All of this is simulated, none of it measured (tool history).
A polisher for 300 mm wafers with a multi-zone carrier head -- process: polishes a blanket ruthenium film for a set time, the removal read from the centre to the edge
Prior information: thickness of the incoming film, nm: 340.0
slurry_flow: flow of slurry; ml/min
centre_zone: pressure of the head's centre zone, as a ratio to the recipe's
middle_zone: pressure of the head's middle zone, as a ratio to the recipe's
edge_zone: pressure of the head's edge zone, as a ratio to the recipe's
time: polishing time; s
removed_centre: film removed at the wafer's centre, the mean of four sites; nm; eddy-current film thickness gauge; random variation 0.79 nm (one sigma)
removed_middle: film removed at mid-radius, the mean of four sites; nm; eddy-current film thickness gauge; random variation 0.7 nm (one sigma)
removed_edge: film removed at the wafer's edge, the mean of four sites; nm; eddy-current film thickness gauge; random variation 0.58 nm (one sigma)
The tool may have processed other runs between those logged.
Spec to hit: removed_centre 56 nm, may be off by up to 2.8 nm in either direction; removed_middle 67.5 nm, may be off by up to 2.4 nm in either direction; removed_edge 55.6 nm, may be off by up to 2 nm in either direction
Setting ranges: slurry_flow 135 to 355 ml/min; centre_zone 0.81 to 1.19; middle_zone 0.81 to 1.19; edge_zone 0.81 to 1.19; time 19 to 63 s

Run 1, hour 0: slurry_flow 225 ml/min, centre_zone 1, middle_zone 1, edge_zone 1, time 41 s. Result: removed_centre 46.361 nm, removed_middle 47.495 nm, removed_edge 45.686 nm.
Run 2, hour 7.6: slurry_flow 225 ml/min, centre_zone 1, middle_zone 1, edge_zone 1.03, time 41 s. Result: removed_centre 46.837 nm, removed_middle 47.761 nm, removed_edge 46.589 nm.
Run 3, hour 13.4: slurry_flow 225 ml/min, centre_zone 1, middle_zone 0.97, edge_zone 1.03, time 41 s. Result: removed_centre 48.165 nm, removed_middle 45.932 nm, removed_edge 46.6 nm.
Run 4, hour 16.3: slurry_flow 225 ml/min, centre_zone 1.05, middle_zone 0.97, edge_zone 1.03, time 41 s. Result: removed_centre 48.93 nm, removed_middle 46.602 nm, removed_edge 46.793 nm.
Run 5, hour 20.2: slurry_flow 235 ml/min, centre_zone 1.06, middle_zone 1.03, edge_zone 1.05, time 42 s. Result: removed_centre 51.099 nm, removed_middle 49.062 nm, removed_edge 48.308 nm.
Run 6, hour 28.8: slurry_flow 235 ml/min, centre_zone 1.06, middle_zone 1.1, edge_zone 1.05, time 42 s. Result: removed_centre 49.812 nm, removed_middle 51.173 nm, removed_edge 48.844 nm.
Run 7, hour 37.3: slurry_flow 300 ml/min, centre_zone 0.98, middle_zone 1.19, edge_zone 0.95, time 51 s. Result: removed_centre 60.361 nm, removed_middle 68.623 nm, removed_edge 57.699 nm.
Run 8, hour 38.7: slurry_flow 295 ml/min, centre_zone 0.96, middle_zone 1.19, edge_zone 0.94, time 51 s. Result: removed_centre 58.92 nm, removed_middle 69.279 nm, removed_edge 57.245 nm.

4 next moves are on the table. One of them brings every result within its allowed miss. Which?
Run A, hour 40.1: slurry_flow 260 ml/min, centre_zone 0.92, middle_zone 1.19, edge_zone 0.92, time 51 s. Result: removed_centre ?, removed_middle ?, removed_edge ?.
Run B, hour 40.1: slurry_flow 340 ml/min, centre_zone 1.06, middle_zone 1.19, edge_zone 0.85, time 50 s. Result: removed_centre ?, removed_middle ?, removed_edge ?.
Run C, hour 40.1: slurry_flow 345 ml/min, centre_zone 1.08, middle_zone 1.17, edge_zone 0.91, time 49 s. Result: removed_centre ?, removed_middle ?, removed_edge ?.
Run D, hour 40.1: slurry_flow 310 ml/min, centre_zone 1.05, middle_zone 1.19, edge_zone 0.87, time 51 s. Result: removed_centre ?, removed_middle ?, removed_edge ?.

move  removed_centre  removed_middle  removed_edge
   A          54.649          67.418        55.657
   B          61.274          67.937        53.771
   C          60.972          65.944        54.418
   D          61.471          68.697        55.054
A: all results in spec
B: further off than the last run
C: further off than the last run
D: further off than the last run
The right move is A.
